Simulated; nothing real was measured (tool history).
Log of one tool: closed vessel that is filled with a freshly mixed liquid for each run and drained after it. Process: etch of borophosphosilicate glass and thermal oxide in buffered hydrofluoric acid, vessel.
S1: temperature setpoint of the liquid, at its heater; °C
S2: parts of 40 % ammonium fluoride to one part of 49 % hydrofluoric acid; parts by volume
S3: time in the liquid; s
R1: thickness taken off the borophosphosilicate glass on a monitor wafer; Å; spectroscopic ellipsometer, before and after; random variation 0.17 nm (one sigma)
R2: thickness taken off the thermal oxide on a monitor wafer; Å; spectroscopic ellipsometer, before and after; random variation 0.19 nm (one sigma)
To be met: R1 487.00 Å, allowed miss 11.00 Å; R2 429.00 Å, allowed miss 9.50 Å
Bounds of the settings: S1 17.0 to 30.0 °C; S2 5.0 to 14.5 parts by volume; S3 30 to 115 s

| run | hour | S1 | S2 | S3 | R1 | R2 |
|---|---|---|---|---|---|---|
| 1 | 0.0 | 22.0 | 9.0 | 60 | 611.66 | 541.45 |
| 2 | 3.4 | 21.0 | 9.0 | 60 | 582.75 | 506.41 |
| 3 | 12.3 | 20.5 | 9.0 | 60 | 565.26 | 490.81 |
| 4 | 17.0 | 20.5 | 9.0 | 45 | 422.61 | 369.86 |
| 5 | 18.3 | 21.0 | 9.0 | 45 | 438.66 | 382.16 |
| 6 | 25.9 | 21.0 | 9.0 | 55 | 530.55 | 469.86 |
| 7 | 29.3 | 20.5 | 9.0 | 55 | 517.83 | 456.54 |
| 8 | 32.8 | 20.0 | 9.0 | 55 | 503.13 | 441.27 |

Which of these 4 next moves meets every target?
| A | 36.3 | 21.5 | 7.0 | 40 | ? | ? |
| B | 36.3 | 17.0 | 6.0 | 45 | ? | ? |
| C | 36.3 | 23.0 | 12.5 | 60 | ? | ? |
| D | 36.3 | 22.0 | 10.0 | 55 | ? | ? |

| move | R1 | R2 |
|---|---|---|
| A | 527.88 | 459.96 |
| B | 529.32 | 457.56 |
| C | 490.14 | 430.19 |
| D | 529.50 | 463.63 |
A: further off than the last run
B: further off than the last run
C: meets every target
D: further off than the last run
Answer: C

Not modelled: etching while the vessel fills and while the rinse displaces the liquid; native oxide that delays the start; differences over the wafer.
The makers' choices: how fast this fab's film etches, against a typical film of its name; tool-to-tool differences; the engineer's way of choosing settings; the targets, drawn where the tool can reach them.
